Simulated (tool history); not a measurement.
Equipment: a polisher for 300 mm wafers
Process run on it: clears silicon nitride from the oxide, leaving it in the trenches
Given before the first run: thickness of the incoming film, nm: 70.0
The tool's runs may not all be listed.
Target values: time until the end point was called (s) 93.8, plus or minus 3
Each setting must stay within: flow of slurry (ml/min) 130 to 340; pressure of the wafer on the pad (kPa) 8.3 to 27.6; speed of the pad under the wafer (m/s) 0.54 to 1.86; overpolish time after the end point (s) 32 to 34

| run | hour | flow of slurry (ml/min) | pressure of the wafer on the pad (kPa) | speed of the pad under the wafer (m/s) | overpolish time after the end point (s) | time until the end point was called (s) |
|---|---|---|---|---|---|---|
| 1 | 0 | 220 | 17.9 | 1.18 | 32 | 78.241 |
| 2 | 4.2 | 220 | 17.2 | 1.18 | 32 | 81.345 |
| 3 | 11.8 | 220 | 20 | 1.18 | 32 | 70.711 |
| 4 | 17.8 | 220 | 20 | 1.18 | 34 | 70.476 |
| 5 | 26.5 | 175 | 20 | 1.18 | 34 | 71.256 |
| 6 | 28.6 | 175 | 19.3 | 1.18 | 34 | 75.364 |
| 7 | 30.9 | 175 | 18.6 | 1.18 | 34 | 76.829 |
| 8 | 35.4 | 175 | 17.9 | 1.18 | 34 | 79.788 |
| 9 | 36.2 | 175 | 17.2 | 1.18 | 34 | 83.078 |
| 10 | 40.5 | 175 | 17.2 | 1.18 | 34 | 82.344 |
| 11 | 43.5 | 175 | 16.5 | 1.18 | 34 | 85.621 |
| 12 | 51.2 | 175 | 16.5 | 1.18 | 34 | 87.625 |
| 13 | 60 | 175 | 15.9 | 1.18 | 34 | 89.439 |

4 next moves are on the table. One of them brings every result within its allowed miss. Which?
| A | 68.8 | 220 | 20 | 0.94 | 34 | ? |
| B | 68.8 | 170 | 16.5 | 1.16 | 34 | ? |
| C | 68.8 | 150 | 14.5 | 1.4 | 32 | ? |
| D | 68.8 | 190 | 15.2 | 1.16 | 34 | ? |

| move | time until the end point was called (s) |
|---|---|
| A | 86.855 |
| B | 87.257 |
| C | 83.718 |
| D | 93.899 |
A: the biggest miss grows against the last run
B: the biggest miss grows against the last run
C: the biggest miss grows against the last run
D: all results land within tolerance of their targets
D meets every target.
